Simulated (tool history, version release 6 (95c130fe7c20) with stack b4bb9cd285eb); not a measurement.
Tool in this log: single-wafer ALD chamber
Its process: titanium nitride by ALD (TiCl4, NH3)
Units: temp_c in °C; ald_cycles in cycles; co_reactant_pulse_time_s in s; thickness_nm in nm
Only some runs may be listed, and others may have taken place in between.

run  hour  temp_c  ald_cycles  co_reactant_pulse_time_s  thickness_nm
  1     0     380          73                      1.78        1.5199
  2   6.4     380          73                      2.29        1.5391
  3    14     380          73                      2.29        1.5456
  4  22.5     380          69                      2.29        1.4481
  5  26.7     380          69                      2.78        1.4731
  6  34.2     380          69                      2.92        1.4719
  7  37.3     376          69                      2.49          1.48
  8  42.5     381          69                      2.17        1.4502

Expected results for the next run?
  9  49.9     385          69                      1.91             ?

{"run 9": {"thickness_nm": 1.4401}}
